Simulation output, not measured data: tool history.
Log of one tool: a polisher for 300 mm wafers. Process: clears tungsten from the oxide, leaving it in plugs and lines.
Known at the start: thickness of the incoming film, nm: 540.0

run    day  flow of slurry (ml/min)  pressure of the wafer on the pad (kPa)  speed of the pad under the wafer (cm/s)  abrasive content of the slurry  overpolish time after the end point (s)  time until the end point was called (s)
  1      0                      250                                    27.6                                      114                               1                                        5                                   96.205
  2  0.254                      250                                    27.6                                      114                               1                                        4                                   95.651
  3    0.3                      250                                    26.2                                      114                               1                                        4                                   102.88
  4  0.446                      250                                    26.2                                      114                               1                                        5                                   101.38
  5  0.546                      250                                    26.2                                      114                            0.85                                        5                                   103.97
  6  0.758                      250                                    24.8                                      114                            0.85                                        5                                    109.5
  7  0.842                      250                                    24.1                                      114                            0.85                                        5                                   112.44

Forecast run 8:
  8  1.133                      250                                    23.4                                      114                            0.85                                        5                                        ?

time until the end point was called (s): 118.19

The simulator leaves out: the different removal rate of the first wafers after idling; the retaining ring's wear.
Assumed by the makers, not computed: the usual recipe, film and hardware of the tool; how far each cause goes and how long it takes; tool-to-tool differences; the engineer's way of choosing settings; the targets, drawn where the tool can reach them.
